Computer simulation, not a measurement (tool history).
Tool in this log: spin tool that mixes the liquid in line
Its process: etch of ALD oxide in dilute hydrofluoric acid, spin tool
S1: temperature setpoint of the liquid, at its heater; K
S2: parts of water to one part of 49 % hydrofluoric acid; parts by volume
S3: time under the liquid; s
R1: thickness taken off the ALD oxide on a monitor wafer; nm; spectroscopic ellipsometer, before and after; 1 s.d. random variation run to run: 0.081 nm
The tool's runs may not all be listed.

run  hour      S1   S2   S3      R1
  1   0.0  298.15  185  270  20.691
  2   7.4  298.15  210  270  17.630
  3  13.6  301.65  210  270  20.207
  4  16.5  301.65  210  270  20.174
  5  20.9  301.65  210  270  20.027
  6  27.5  299.15  215  270  17.974
  7  36.5  297.15  220  270  16.057
  8  37.6  295.65  225  270  14.892
  9  42.6  294.65  230  270  13.996
 10  48.1  293.65  230  270  13.451
 11  48.9  293.15  230  270  13.133

Run 12, settings as shown, results not yet in. Your forecast:
 12  53.3  292.65  230  270   ?

{"run 12": {"R1": 12.922}}

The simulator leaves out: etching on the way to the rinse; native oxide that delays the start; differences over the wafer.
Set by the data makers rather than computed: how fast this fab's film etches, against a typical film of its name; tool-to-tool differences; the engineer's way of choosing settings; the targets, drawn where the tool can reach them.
